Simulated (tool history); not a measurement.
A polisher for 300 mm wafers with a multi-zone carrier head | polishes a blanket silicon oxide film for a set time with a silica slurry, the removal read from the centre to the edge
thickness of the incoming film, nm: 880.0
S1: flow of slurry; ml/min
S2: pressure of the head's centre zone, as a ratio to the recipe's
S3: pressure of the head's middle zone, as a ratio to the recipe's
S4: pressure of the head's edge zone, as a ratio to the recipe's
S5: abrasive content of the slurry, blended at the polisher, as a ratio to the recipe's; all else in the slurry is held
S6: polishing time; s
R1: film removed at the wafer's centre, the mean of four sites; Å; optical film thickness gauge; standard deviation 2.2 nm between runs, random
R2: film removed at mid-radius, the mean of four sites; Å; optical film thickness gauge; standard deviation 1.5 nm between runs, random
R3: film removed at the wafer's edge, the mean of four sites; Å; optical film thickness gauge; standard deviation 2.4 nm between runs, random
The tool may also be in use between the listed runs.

run 1 hour=0.0 | S1=150 S2=1.00 S3=1.00 S4=1.00 S5=1.00 S6=77 | R1=2626.8 R2=2540.0 R3=2618.6
run 2 hour=6.4 | S1=150 S2=1.00 S3=1.00 S4=0.98 S5=0.95 S6=76 | R1=2444.7 R2=2449.9 R3=2515.0
run 3 hour=9.9 | S1=150 S2=1.02 S3=1.01 S4=0.97 S5=0.90 S6=75 | R1=2405.0 R2=2321.0 R3=2347.0
run 4 hour=16.6 | S1=150 S2=1.02 S3=1.02 S4=0.96 S5=0.85 S6=75 | R1=2336.8 R2=2256.8 R3=2213.9
run 5 hour=18.7 | S1=150 S2=1.02 S3=1.02 S4=0.91 S5=0.85 S6=75 | R1=2294.1 R2=2272.9 R3=2223.2
run 6 hour=20.6 | S1=150 S2=1.02 S3=1.02 S4=0.90 S5=0.80 S6=75 | R1=2238.1 R2=2150.5 R3=2107.1
run 7 hour=29.6 | S1=150 S2=1.02 S3=1.03 S4=0.89 S5=0.75 S6=75 | R1=2079.5 R2=2066.4 R3=2016.3
run 8 hour=35.6 | S1=150 S2=1.02 S3=1.04 S4=0.88 S5=0.75 S6=75 | R1=2104.0 R2=2089.3 R3=2000.8
run 9 hour=41.6 | S1=150 S2=1.02 S3=1.04 S4=0.87 S5=0.75 S6=75 | R1=2110.6 R2=2090.1 R3=1976.3
run 10 hour=48.3 | S1=145 S2=1.02 S3=1.04 S4=0.86 S5=0.75 S6=75 | R1=2100.3 R2=2044.9 R3=1944.1
run 11 hour=54.6 | S1=120 S2=0.98 S3=1.08 S4=0.81 S5=0.50 S6=74 | R1=1171.6 R2=1270.3 R3=1140.7
run 12 hour=58.6 | S1=120 S2=0.98 S3=1.08 S4=0.81 S5=0.50 S6=74 | R1=1175.6 R2=1252.3 R3=1105.4
run 13 hour=64.5 | S1=130 S2=0.98 S3=1.08 S4=0.81 S5=0.50 S6=74 | R1=1191.3 R2=1277.0 R3=1122.0
run 14 hour=71.8 | S1=140 S2=0.99 S3=1.08 S4=0.83 S5=0.50 S6=74 | R1=1239.2 R2=1306.2 R3=1151.6
run 15 hour=75.0 | S1=180 S2=1.07 S3=1.17 S4=0.93 S5=0.75 S6=75 | R1=2246.4 R2=2358.1 R3=2066.9
run 16 hour=76.2 | S1=180 S2=1.07 S3=1.17 S4=0.93 S5=0.75 S6=75 | R1=2282.4 R2=2365.8 R3=2061.9
run 17 hour=78.3 | S1=170 S2=1.07 S3=1.17 S4=0.93 S5=0.75 S6=75 | R1=2249.3 R2=2352.7 R3=2008.2
run 18 hour=85.2 | S1=130 S2=0.97 S3=1.07 S4=0.83 S5=0.55 S6=75 | R1=1373.7 R2=1489.6 R3=1346.6
run 19 hour=92.6 | S1=135 S2=0.97 S3=1.07 S4=0.83 S5=0.55 S6=75 | R1=1410.2 R2=1509.8 R3=1396.4
run 20 hour=100.5 | S1=140 S2=0.97 S3=1.07 S4=0.83 S5=0.55 S6=75 | R1=1364.0 R2=1501.9 R3=1332.0
run 21 hour=106.5 | S1=145 S2=0.97 S3=1.06 S4=0.83 S5=0.55 S6=75 | R1=1419.4 R2=1487.2 R3=1355.5
run 22 hour=113.5 | S1=185 S2=1.01 S3=1.14 S4=0.93 S5=0.70 S6=75 | R1=2011.9 R2=2190.8 R3=1942.8

For run 23, what comes out?
run 23 hour=121.4 | S1=180 S2=1.01 S3=1.14 S4=0.93 S5=0.70 S6=75 | R1=? R2=? R3=?

Run 23 measured R1 2029.7 Å, R2 2180.4 Å, R3 1932.7 Å.
